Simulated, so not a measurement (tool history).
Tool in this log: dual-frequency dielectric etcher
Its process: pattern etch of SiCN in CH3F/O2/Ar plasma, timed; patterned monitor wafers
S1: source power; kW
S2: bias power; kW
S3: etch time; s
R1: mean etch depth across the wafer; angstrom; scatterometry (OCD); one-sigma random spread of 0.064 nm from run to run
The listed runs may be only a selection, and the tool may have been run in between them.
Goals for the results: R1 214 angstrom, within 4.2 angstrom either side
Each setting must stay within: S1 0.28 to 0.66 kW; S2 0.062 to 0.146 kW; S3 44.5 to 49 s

{"run": 1, "hour": 0.0, "S1": 0.47, "S2": 0.104, "S3": 49, "R1": 242.47}
{"run": 2, "hour": 4.6, "S1": 0.54, "S2": 0.104, "S3": 49, "R1": 257.5}
{"run": 3, "hour": 12.3, "S1": 0.52, "S2": 0.103, "S3": 49, "R1": 252.54}
{"run": 4, "hour": 15.6, "S1": 0.5, "S2": 0.102, "S3": 49, "R1": 247.08}
{"run": 5, "hour": 21.0, "S1": 0.5, "S2": 0.102, "S3": 49, "R1": 247.37}
{"hour": 23.3, "done": "bias power generator calibrated"}
{"run": 6, "hour": 23.3, "S1": 0.48, "S2": 0.101, "S3": 49, "R1": 245.02}
{"run": 7, "hour": 29.9, "S1": 0.46, "S2": 0.1, "S3": 49, "R1": 239.54}
{"run": 8, "hour": 30.4, "S1": 0.45, "S2": 0.099, "S3": 49, "R1": 236.43}
{"run": 9, "hour": 35.6, "S1": 0.44, "S2": 0.098, "S3": 49, "R1": 234.91}

5 next moves are on the table. One of them brings every result within its allowed miss. Which?
{"run": "A", "hour": 40.8, "S1": 0.49, "S2": 0.117, "S3": 48, "R1": "?"}
{"run": "B", "hour": 40.8, "S1": 0.42, "S2": 0.104, "S3": 44.5, "R1": "?"}
{"run": "C", "hour": 40.8, "S1": 0.41, "S2": 0.092, "S3": 46, "R1": "?"}
{"run": "D", "hour": 40.8, "S1": 0.47, "S2": 0.091, "S3": 47.5, "R1": "?"}
{"run": "E", "hour": 40.8, "S1": 0.54, "S2": 0.111, "S3": 49, "R1": "?"}

move=A R1=256.67
move=B R1=212.61
move=C R1=206.57
move=D R1=224.63
move=E R1=266.43
A: lands further from the targets than the last run did
B: meets every target
C: takes the biggest miss from the last run beyond its target
D: moves toward the targets from the last run without getting all of them in spec
E: lands further from the targets than the last run did
Move B is the one to make.

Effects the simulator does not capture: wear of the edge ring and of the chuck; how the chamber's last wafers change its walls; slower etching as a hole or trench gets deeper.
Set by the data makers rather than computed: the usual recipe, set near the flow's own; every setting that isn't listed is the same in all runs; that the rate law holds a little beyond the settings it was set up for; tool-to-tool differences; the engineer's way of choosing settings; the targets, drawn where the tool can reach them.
